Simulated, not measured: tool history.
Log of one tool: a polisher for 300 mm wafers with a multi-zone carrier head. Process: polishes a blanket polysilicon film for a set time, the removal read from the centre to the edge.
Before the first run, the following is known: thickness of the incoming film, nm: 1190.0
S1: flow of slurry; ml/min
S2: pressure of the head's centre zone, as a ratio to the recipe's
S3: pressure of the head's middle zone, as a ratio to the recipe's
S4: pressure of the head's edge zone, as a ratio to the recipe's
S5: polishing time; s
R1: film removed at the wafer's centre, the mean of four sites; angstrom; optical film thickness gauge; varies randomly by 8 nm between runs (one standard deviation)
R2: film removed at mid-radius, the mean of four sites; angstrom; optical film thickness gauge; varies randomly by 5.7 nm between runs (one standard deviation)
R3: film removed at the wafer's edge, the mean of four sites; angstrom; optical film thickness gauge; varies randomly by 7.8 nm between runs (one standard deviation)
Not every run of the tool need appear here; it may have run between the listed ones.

run	hour	S1	S2	S3	S4	S5	R1	R2	R3
1	0	275	1	1	1	69	4919.7	5049.1	4976.4
2	6.5	275	1	0.96	1	69	4800	4838.2	5143.8
3	14.5	280	1.01	0.98	1.02	71	5131.1	5139.4	5292.3
4	21.9	285	1.02	1	1.04	72	5212.6	5264.8	5318.6
5	22.9	285	1.09	1	1.04	72	5657.4	5290.5	5379.7
6	24.8	285	1.08	1.01	1.05	73	5594.2	5411.9	5312.2
7	30.1	290	1.07	1.01	1.05	74	5702.8	5456.4	5460.6

What does the tool deliver on the next run?
8	36.2	290	1.06	1.02	1.05	75	?	?	?

R1: 5639.1 angstrom
R2: 5532.5 angstrom
R3: 5719.1 angstrom
